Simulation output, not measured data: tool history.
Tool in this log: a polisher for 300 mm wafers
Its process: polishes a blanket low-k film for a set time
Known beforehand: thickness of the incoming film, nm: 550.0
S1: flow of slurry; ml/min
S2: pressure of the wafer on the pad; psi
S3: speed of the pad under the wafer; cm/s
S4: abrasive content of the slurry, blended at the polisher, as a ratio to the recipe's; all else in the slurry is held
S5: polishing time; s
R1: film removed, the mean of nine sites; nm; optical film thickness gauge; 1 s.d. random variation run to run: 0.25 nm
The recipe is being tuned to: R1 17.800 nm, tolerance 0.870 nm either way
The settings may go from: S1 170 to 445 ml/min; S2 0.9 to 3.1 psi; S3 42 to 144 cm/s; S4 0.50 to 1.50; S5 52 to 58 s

run	hour	S1	S2	S3	S4	S5	R1
1	0.0	285	2.0	92	1.00	58	23.859
2	3.9	285	2.0	106	1.00	58	27.319
3	9.1	315	2.0	106	1.00	58	28.160
4	15.9	315	2.0	106	0.85	58	25.693
5	23.4	315	2.0	106	0.95	58	26.837
6	30.1	315	2.0	106	1.15	58	29.930
7	34.6	315	1.7	104	1.15	58	25.033
8	37.2	315	1.5	104	1.15	58	22.139
9	40.9	315	1.1	102	1.15	58	16.115

5 next moves are on the table. One of them brings every result within its allowed miss. Which?
A	44.6	310	1.1	96	1.10	57	?
B	44.6	325	1.0	100	1.15	53	?
C	44.6	215	1.1	140	1.15	52	?
D	44.6	330	1.2	124	1.05	58	?
E	44.6	250	1.1	92	1.20	52	?

move	R1
A	14.695
B	13.198
C	17.482
D	19.420
E	13.189
A: moves away from the targets compared with the last run
B: moves away from the targets compared with the last run
C: meets every target
D: takes the result that was furthest off past its target
E: moves away from the targets compared with the last run
C is the move that brings every result within its allowed miss.
